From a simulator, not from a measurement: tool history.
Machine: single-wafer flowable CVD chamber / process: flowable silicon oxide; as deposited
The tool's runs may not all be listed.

| run | day | heater temperature setpoint (K) | chamber pressure (Pa) | RF power (kW) | deposition time (s) | mean film thickness on the monitor wafer (Å) |
|---|---|---|---|---|---|---|
| 1 | 0.000 | 378.15 | 90.7 | 1.680 | 331 | 1326.3 |
| 2 | 0.229 | 380.15 | 90.7 | 1.680 | 331 | 1245.2 |
| 3 | 0.525 | 370.15 | 90.7 | 1.680 | 331 | 1675.3 |
| 4 | 0.596 | 370.15 | 90.7 | 1.585 | 331 | 1663.1 |
| 5 | 0.658 | 373.15 | 90.7 | 1.585 | 331 | 1510.9 |
| 6 | 0.833 | 376.15 | 90.7 | 1.585 | 331 | 1378.6 |
| 7 | 1.038 | 378.15 | 90.7 | 1.585 | 331 | 1307.8 |
| 8 | 1.129 | 380.15 | 90.7 | 1.585 | 331 | 1235.4 |

Run 9, settings as shown, results not yet in. Your forecast:
| 9 | 1.383 | 382.15 | 90.7 | 1.585 | 331 | ? |

mean film thickness on the monitor wafer (Å): 1166.6
